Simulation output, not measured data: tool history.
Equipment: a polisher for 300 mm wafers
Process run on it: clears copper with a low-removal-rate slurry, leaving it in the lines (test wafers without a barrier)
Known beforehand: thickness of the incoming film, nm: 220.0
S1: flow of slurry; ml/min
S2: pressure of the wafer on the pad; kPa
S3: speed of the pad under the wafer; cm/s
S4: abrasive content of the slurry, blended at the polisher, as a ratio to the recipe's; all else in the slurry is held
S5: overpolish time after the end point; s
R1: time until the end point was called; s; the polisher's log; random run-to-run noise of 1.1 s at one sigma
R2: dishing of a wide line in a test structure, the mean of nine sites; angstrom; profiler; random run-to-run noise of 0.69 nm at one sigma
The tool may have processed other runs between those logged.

| run | hour | S1 | S2 | S3 | S4 | S5 | R1 | R2 |
|---|---|---|---|---|---|---|---|---|
| 1 | 0 | 175 | 19.3 | 90 | 1 | 12 | 109.8 | 188.22 |
| 2 | 8.7 | 175 | 20.7 | 90 | 1 | 13 | 100.65 | 213.01 |
| 3 | 17.5 | 175 | 20.7 | 90 | 1 | 9 | 100.15 | 152.31 |
| 4 | 19.3 | 175 | 21.4 | 90 | 1 | 10 | 97.194 | 171.86 |
| 5 | 24.1 | 175 | 22.1 | 90 | 1 | 11 | 96.576 | 191.31 |
| 6 | 28.9 | 175 | 22.1 | 90 | 1.1 | 11 | 94.139 | 199.07 |
| 7 | 35.7 | 175 | 22.8 | 90 | 1.1 | 12 | 91.573 | 220.35 |
| 8 | 37.8 | 175 | 23.4 | 90 | 1.1 | 13 | 88.047 | 236.51 |

Run 9 comes next. What will it give?
| 9 | 44.2 | 175 | 24.1 | 90 | 1.1 | 14 | ? | ? |

{"run 9": {"R1": 87.691, "R2": 263.53}}
